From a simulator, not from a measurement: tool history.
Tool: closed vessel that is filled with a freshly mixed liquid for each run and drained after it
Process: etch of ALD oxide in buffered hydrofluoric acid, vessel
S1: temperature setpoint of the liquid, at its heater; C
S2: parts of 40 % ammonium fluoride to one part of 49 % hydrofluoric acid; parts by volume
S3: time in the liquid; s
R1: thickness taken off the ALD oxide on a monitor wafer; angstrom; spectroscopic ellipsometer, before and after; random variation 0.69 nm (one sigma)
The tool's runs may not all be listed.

run 1 hour=0 | S1=24 S2=8 S3=30 | R1=958.42
run 2 hour=8.8 | S1=24 S2=8 S3=30 | R1=954.77
run 3 hour=11.3 | S1=24 S2=8 S3=30 | R1=956.98
run 4 hour=15.2 | S1=24 S2=6.5 S3=30 | R1=1177.1
run 5 hour=22 | S1=23 S2=6.5 S3=30 | R1=1116.4
run 6 hour=27.7 | S1=22.5 S2=6.5 S3=30 | R1=1096.6
run 7 hour=34.6 | S1=22 S2=6.5 S3=30 | R1=1057.8
run 8 hour=37.2 | S1=21.5 S2=6.5 S3=30 | R1=1035.5
run 9 hour=44.5 | S1=21 S2=6.5 S3=30 | R1=997.01

The next listed run, before its measurement:
run 10 hour=48 | S1=20.5 S2=6.5 S3=30 | R1=?

{"run 10": {"R1": 988.07}}
